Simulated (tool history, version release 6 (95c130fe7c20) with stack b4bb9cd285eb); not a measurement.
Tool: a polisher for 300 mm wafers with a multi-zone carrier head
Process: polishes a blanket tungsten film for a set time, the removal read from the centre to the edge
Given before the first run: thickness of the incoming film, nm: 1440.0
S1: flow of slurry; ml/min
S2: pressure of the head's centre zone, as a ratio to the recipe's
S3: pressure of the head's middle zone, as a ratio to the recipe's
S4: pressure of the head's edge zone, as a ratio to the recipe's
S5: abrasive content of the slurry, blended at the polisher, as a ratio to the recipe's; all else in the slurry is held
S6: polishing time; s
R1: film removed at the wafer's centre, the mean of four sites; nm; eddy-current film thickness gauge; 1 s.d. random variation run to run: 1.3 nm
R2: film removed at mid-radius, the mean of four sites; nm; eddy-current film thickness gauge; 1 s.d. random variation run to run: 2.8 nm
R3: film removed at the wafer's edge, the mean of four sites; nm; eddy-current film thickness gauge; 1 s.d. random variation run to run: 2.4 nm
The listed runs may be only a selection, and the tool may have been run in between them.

run 1 hour=0.0 | S1=310 S2=1.00 S3=1.00 S4=1.00 S5=1.00 S6=31 | R1=171.23 R2=175.26 R3=172.11
run 2 hour=3.8 | S1=310 S2=0.99 S3=0.99 S4=1.02 S5=1.05 S6=31 | R1=173.23 R2=175.22 R3=174.07
run 3 hour=10.6 | S1=310 S2=0.99 S3=0.99 S4=1.07 S5=1.05 S6=31 | R1=170.17 R2=172.74 R3=178.96
run 4 hour=17.1 | S1=310 S2=0.99 S3=0.99 S4=1.07 S5=1.05 S6=35 | R1=194.87 R2=196.82 R3=197.49
run 5 hour=21.9 | S1=310 S2=0.99 S3=1.03 S4=1.07 S5=1.05 S6=35 | R1=192.33 R2=205.92 R3=201.03
run 6 hour=26.9 | S1=310 S2=0.99 S3=1.07 S4=1.07 S5=1.05 S6=35 | R1=192.62 R2=212.35 R3=196.55
run 7 hour=29.1 | S1=305 S2=0.97 S3=1.05 S4=1.08 S5=1.05 S6=35 | R1=191.22 R2=201.72 R3=199.27
run 8 hour=37.2 | S1=315 S2=0.95 S3=1.05 S4=1.09 S5=1.05 S6=35 | R1=186.56 R2=213.81 R3=201.59

Estimate the outcome of run 9 from the log above:
run 9 hour=38.5 | S1=310 S2=0.94 S3=1.03 S4=1.10 S5=1.05 S6=35 | R1=? R2=? R3=?

Run 9 gave R1 186.95 nm, R2 205.56 nm, R3 202.27 nm.
